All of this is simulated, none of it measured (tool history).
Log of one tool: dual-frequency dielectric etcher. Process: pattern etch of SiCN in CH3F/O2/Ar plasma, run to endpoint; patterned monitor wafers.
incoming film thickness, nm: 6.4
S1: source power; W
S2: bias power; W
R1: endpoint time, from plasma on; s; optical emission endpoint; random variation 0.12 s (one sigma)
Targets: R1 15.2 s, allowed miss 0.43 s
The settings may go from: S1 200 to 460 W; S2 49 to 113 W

| run | day | S1 | S2 | R1 |
|---|---|---|---|---|
| 1 | 0 | 330 | 81 | 17.266 |
| 2 | 0.1 | 370 | 81 | 16.345 |
| 3 | 0.317 | 370 | 68 | 17.375 |
| 4 | 0.408 | 330 | 68 | 18.227 |
| 5 | 0.696 | 330 | 73 | 17.962 |
| 6 | 0.929 | 280 | 73 | 19.365 |
| 7 | 1.117 | 280 | 73 | 18.83 |
| 8 | 1.358 | 310 | 77 | 17.662 |
| 9 | 1.646 | 330 | 79 | 17.318 |
| 10 | 1.842 | 350 | 81 | 16.792 |
| 11 | 1.996 | 370 | 82 | 16.257 |
| 12 | 2.021 | 380 | 83 | 16.108 |
| 13 | 2.158 | 390 | 84 | 15.93 |

Which of these 5 next moves meets every target?
| A | 2.296 | 390 | 79 | ? |
| B | 2.296 | 360 | 75 | ? |
| C | 2.296 | 380 | 76 | ? |
| D | 2.296 | 430 | 83 | ? |
| E | 2.296 | 430 | 70 | ? |

| move | R1 |
|---|---|
| A | 16.183 |
| B | 17.061 |
| C | 16.588 |
| D | 15.255 |
| E | 16.176 |
A: further off than the last run
B: further off than the last run
C: further off than the last run
D: meets every target
E: further off than the last run
The right move is D.

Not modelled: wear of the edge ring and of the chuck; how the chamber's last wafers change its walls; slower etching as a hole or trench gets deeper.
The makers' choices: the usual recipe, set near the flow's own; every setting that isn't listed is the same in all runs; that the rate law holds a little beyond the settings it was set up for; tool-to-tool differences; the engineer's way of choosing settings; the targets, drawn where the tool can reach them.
